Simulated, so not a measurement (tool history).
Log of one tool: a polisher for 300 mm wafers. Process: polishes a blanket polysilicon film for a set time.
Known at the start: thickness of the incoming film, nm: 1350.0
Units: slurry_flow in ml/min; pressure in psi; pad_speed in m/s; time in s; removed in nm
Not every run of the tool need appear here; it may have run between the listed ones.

run  hour  slurry_flow  pressure  pad_speed  time  removed
  1   0.0          280       1.7       0.98    48   261.18
  2   3.6          280       1.9       0.98    48   286.89
  3  12.5          280       1.9       0.98    48   287.00
  4  18.1          280       1.9       0.98    43   254.44
  5  26.0          245       1.9       0.98    43   250.74
  6  31.1          245       1.7       0.98    43   230.49
  7  36.1          240       1.6       0.98    43   220.89
  8  39.7          235       1.5       0.98    43   204.21
  9  47.6          230       1.5       0.98    43   204.84
 10  53.2          225       1.5       0.98    43   198.64

Forecast run 11:
 11  60.0          220       1.5       0.98    43        ?

{"run 11": {"removed": 203.95}}
